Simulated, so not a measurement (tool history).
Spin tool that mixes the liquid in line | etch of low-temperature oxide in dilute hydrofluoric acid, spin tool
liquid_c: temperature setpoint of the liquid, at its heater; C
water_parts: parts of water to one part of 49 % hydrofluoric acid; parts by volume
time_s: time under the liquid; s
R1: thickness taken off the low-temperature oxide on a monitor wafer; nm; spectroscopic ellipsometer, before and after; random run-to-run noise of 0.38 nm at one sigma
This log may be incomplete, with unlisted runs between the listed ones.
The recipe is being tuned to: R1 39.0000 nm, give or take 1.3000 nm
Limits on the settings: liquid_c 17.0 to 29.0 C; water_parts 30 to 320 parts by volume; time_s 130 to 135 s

Run 1, hour 0.0: liquid_c 21.0 C, water_parts 175 parts by volume, time_s 130 s. Result: R1 9.4514 nm.
Run 2, hour 2.7: liquid_c 21.0 C, water_parts 175 parts by volume, time_s 135 s. Result: R1 9.8430 nm.
Run 3, hour 5.1: liquid_c 22.0 C, water_parts 155 parts by volume, time_s 135 s. Result: R1 11.6670 nm.
Run 4, hour 6.6: liquid_c 22.0 C, water_parts 155 parts by volume, time_s 130 s. Result: R1 11.2980 nm.
Run 5, hour 7.3: liquid_c 22.0 C, water_parts 210 parts by volume, time_s 130 s. Result: R1 7.8510 nm.
Run 6, hour 13.7: liquid_c 19.5 C, water_parts 210 parts by volume, time_s 130 s. Result: R1 7.1333 nm.
Run 7, hour 16.7: liquid_c 21.0 C, water_parts 185 parts by volume, time_s 130 s. Result: R1 8.8791 nm.
Run 8, hour 25.7: liquid_c 25.0 C, water_parts 115 parts by volume, time_s 135 s. Result: R1 18.3480 nm.
Run 9, hour 28.7: liquid_c 29.0 C, water_parts 45 parts by volume, time_s 135 s. Result: R1 61.3480 nm.
Run 10, hour 30.3: liquid_c 28.5 C, water_parts 45 parts by volume, time_s 135 s. Result: R1 59.0920 nm.
Run 11, hour 34.5: liquid_c 28.0 C, water_parts 45 parts by volume, time_s 135 s. Result: R1 58.4600 nm.

Which one of the following 5 next-run settings gets every result inside its allowed miss? There is exactly one.
Run A, hour 38.7: liquid_c 29.0 C, water_parts 30 parts by volume, time_s 135 s. Result: R1 ?.
Run B, hour 38.7: liquid_c 27.0 C, water_parts 50 parts by volume, time_s 135 s. Result: R1 ?.
Run C, hour 38.7: liquid_c 25.5 C, water_parts 60 parts by volume, time_s 135 s. Result: R1 ?.
Run D, hour 38.7: liquid_c 28.0 C, water_parts 70 parts by volume, time_s 130 s. Result: R1 ?.
Run E, hour 38.7: liquid_c 29.0 C, water_parts 70 parts by volume, time_s 130 s. Result: R1 ?.

move       R1
   A  93.9990
   B  50.5170
   C  39.0830
   D  35.1390
   E  36.5360
A: misses by more than the last run did
B: gains on the last run, yet a result remains outside its allowed miss
C: all results in spec
D: takes the result that was furthest off past its target
E: takes the result that was furthest off past its target
Go with C: it meets all targets.
